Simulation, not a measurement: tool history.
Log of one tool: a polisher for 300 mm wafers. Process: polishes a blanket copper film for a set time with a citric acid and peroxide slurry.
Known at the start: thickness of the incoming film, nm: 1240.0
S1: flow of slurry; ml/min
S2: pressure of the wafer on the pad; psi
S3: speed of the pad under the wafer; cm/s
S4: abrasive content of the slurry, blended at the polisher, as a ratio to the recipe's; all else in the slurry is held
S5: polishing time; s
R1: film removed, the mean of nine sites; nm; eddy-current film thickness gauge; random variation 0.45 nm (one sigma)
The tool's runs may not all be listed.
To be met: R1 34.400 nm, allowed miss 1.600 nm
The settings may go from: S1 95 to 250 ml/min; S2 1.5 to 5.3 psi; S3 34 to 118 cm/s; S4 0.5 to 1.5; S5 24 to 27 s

| run | hour | S1 | S2 | S3 | S4 | S5 | R1 |
|---|---|---|---|---|---|---|---|
| 1 | 0.0 | 160 | 3.4 | 76 | 1.0 | 27 | 47.855 |
| 2 | 4.5 | 175 | 3.4 | 76 | 1.0 | 27 | 48.283 |
| 3 | 12.4 | 175 | 4.2 | 76 | 1.0 | 27 | 58.782 |
| 4 | 19.8 | 175 | 3.9 | 76 | 1.0 | 27 | 55.148 |
| 5 | 28.3 | 175 | 4.4 | 76 | 1.0 | 27 | 61.709 |
| 6 | 31.0 | 175 | 4.1 | 76 | 1.0 | 27 | 57.659 |
| 7 | 38.3 | 175 | 3.8 | 76 | 1.0 | 27 | 54.392 |
| 8 | 43.2 | 170 | 2.8 | 72 | 1.0 | 27 | 38.952 |
| 9 | 47.9 | 170 | 2.7 | 72 | 1.0 | 27 | 38.585 |
| 10 | 51.0 | 170 | 2.6 | 72 | 1.0 | 27 | 37.196 |

5 next moves are on the table. One of them brings every result within its allowed miss. Which?
| A | 54.1 | 195 | 2.8 | 74 | 1.0 | 27 | ? |
| B | 54.1 | 155 | 2.6 | 86 | 1.0 | 27 | ? |
| C | 54.1 | 200 | 3.6 | 76 | 0.7 | 24 | ? |
| D | 54.1 | 140 | 2.5 | 74 | 0.9 | 27 | ? |
| E | 54.1 | 195 | 3.2 | 68 | 1.2 | 25 | ? |

| move | R1 |
|---|---|
| A | 39.976 |
| B | 41.737 |
| C | 43.256 |
| D | 33.616 |
| E | 39.695 |
A: further off than the last run
B: further off than the last run
C: further off than the last run
D: meets every target
E: further off than the last run
Answer: D
